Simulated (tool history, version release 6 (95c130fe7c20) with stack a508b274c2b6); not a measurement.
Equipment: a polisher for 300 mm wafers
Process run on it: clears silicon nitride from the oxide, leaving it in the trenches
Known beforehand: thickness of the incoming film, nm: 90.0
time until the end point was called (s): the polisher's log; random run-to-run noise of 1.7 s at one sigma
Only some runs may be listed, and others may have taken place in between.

run	hour	flow of slurry (ml/min)	pressure of the wafer on the pad (psi)	speed of the pad under the wafer (cm/s)	overpolish time after the end point (s)	time until the end point was called (s)
1	0.0	185	3.4	110	19	89.286
2	8.3	185	3.9	110	19	80.012
3	14.4	185	3.9	110	19	76.296
4	15.3	185	3.4	108	19	89.469
5	20.8	185	3.0	106	19	104.010
6	23.0	185	2.8	106	19	112.600

Expected results for the next run?
7	28.3	185	2.6	106	19	?

Run 7 yielded time until the end point was called (s) 117.900.
